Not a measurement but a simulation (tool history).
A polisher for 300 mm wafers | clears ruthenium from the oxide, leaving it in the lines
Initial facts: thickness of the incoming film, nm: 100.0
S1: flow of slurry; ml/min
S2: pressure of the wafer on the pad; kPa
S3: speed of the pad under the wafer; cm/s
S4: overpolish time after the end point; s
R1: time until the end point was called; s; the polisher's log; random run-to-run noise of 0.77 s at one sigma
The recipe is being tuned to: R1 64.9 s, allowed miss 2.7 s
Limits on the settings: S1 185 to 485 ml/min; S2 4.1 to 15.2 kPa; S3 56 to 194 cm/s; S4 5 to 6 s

run 1 day=0 | S1=310 S2=9.7 S3=124 S4=6 | R1=108.3
run 2 day=0.025 | S1=310 S2=7.6 S3=124 S4=6 | R1=136.56
run 3 day=0.133 | S1=310 S2=9 S3=126 S4=6 | R1=115.56
run 4 day=0.325 | S1=310 S2=9 S3=100 S4=6 | R1=130.58
run 5 day=0.646 | S1=310 S2=10.3 S3=102 S4=6 | R1=112.67
run 6 day=0.754 | S1=310 S2=10.3 S3=102 S4=6 | R1=114.44
run 7 day=0.838 | S1=310 S2=11.7 S3=106 S4=6 | R1=98.599
run 8 day=0.896 | S1=310 S2=12.4 S3=110 S4=6 | R1=90.973
run 9 day=1.212 | S1=310 S2=13.1 S3=114 S4=6 | R1=85.313
run 10 day=1.329 | S1=310 S2=13.8 S3=118 S4=6 | R1=77.804
run 11 day=1.383 | S1=310 S2=15.2 S3=126 S4=6 | R1=69.84

5 next moves are on the table. One of them brings every result within its allowed miss. Which?
run A day=1.438 | S1=345 S2=13.8 S3=114 S4=6 | R1=?
run B day=1.438 | S1=340 S2=15.2 S3=134 S4=6 | R1=?
run C day=1.438 | S1=295 S2=15.2 S3=164 S4=6 | R1=?
run D day=1.438 | S1=365 S2=14.5 S3=130 S4=6 | R1=?
run E day=1.438 | S1=325 S2=12.4 S3=132 S4=6 | R1=?

move=A R1=78.99
move=B R1=65.386
move=C R1=58.184
move=D R1=69.324
move=E R1=80.631
A: the biggest miss grows against the last run
B: each result inside its tolerance
C: takes the result that was furthest off past its target
D: closes in on the targets versus the last run, not all within tolerance yet
E: the biggest miss grows against the last run
B is the move that brings every result within its allowed miss.
